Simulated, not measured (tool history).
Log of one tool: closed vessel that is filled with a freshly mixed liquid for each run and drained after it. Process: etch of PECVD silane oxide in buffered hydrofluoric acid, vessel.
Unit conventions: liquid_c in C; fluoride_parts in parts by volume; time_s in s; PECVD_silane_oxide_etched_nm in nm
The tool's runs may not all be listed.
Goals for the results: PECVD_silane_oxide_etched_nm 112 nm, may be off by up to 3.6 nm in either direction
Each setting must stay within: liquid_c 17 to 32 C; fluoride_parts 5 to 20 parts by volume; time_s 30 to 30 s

Run 1, hour 0: liquid_c 24 C, fluoride_parts 12 parts by volume, time_s 30 s. Result: PECVD_silane_oxide_etched_nm 68.363 nm.
Run 2, hour 9.2: liquid_c 25 C, fluoride_parts 12 parts by volume, time_s 30 s. Result: PECVD_silane_oxide_etched_nm 71.405 nm.
Run 3, hour 11.6: liquid_c 25 C, fluoride_parts 12 parts by volume, time_s 30 s. Result: PECVD_silane_oxide_etched_nm 70.727 nm.
Run 4, hour 12.4: liquid_c 26 C, fluoride_parts 11.5 parts by volume, time_s 30 s. Result: PECVD_silane_oxide_etched_nm 78.482 nm.
Run 5, hour 17: liquid_c 27 C, fluoride_parts 11.5 parts by volume, time_s 30 s. Result: PECVD_silane_oxide_etched_nm 82.798 nm.
Run 6, hour 24.4: liquid_c 27.5 C, fluoride_parts 11.5 parts by volume, time_s 30 s. Result: PECVD_silane_oxide_etched_nm 85.537 nm.
Run 7, hour 30.5: liquid_c 28 C, fluoride_parts 11.5 parts by volume, time_s 30 s. Result: PECVD_silane_oxide_etched_nm 86.435 nm.
Run 8, hour 36: liquid_c 28 C, fluoride_parts 11.5 parts by volume, time_s 30 s. Result: PECVD_silane_oxide_etched_nm 87.503 nm.
Run 9, hour 37.8: liquid_c 28 C, fluoride_parts 11.5 parts by volume, time_s 30 s. Result: PECVD_silane_oxide_etched_nm 87.748 nm.
Run 10, hour 45.5: liquid_c 28.5 C, fluoride_parts 11.5 parts by volume, time_s 30 s. Result: PECVD_silane_oxide_etched_nm 87.665 nm.
Run 11, hour 47.1: liquid_c 29 C, fluoride_parts 11.5 parts by volume, time_s 30 s. Result: PECVD_silane_oxide_etched_nm 91.08 nm.
Run 12, hour 48.6: liquid_c 29.5 C, fluoride_parts 11.5 parts by volume, time_s 30 s. Result: PECVD_silane_oxide_etched_nm 95.084 nm.

4 next moves are on the table. One of them brings every result within its allowed miss. Which?
Run A, hour 50.1: liquid_c 30.5 C, fluoride_parts 11 parts by volume, time_s 30 s. Result: PECVD_silane_oxide_etched_nm ?.
Run B, hour 50.1: liquid_c 28 C, fluoride_parts 8.5 parts by volume, time_s 30 s. Result: PECVD_silane_oxide_etched_nm ?.
Run C, hour 50.1: liquid_c 29.5 C, fluoride_parts 10.5 parts by volume, time_s 30 s. Result: PECVD_silane_oxide_etched_nm ?.
Run D, hour 50.1: liquid_c 26.5 C, fluoride_parts 7.5 parts by volume, time_s 30 s. Result: PECVD_silane_oxide_etched_nm ?.

move  PECVD_silane_oxide_etched_nm
   A                        101.08
   B                         110.5
   C                        100.35
   D                        116.79
A: gains on the last run, yet a result remains outside its allowed miss
B: every result within its allowed miss
C: gains on the last run, yet a result remains outside its allowed miss
D: takes the biggest miss from the last run beyond its target
Answer: B
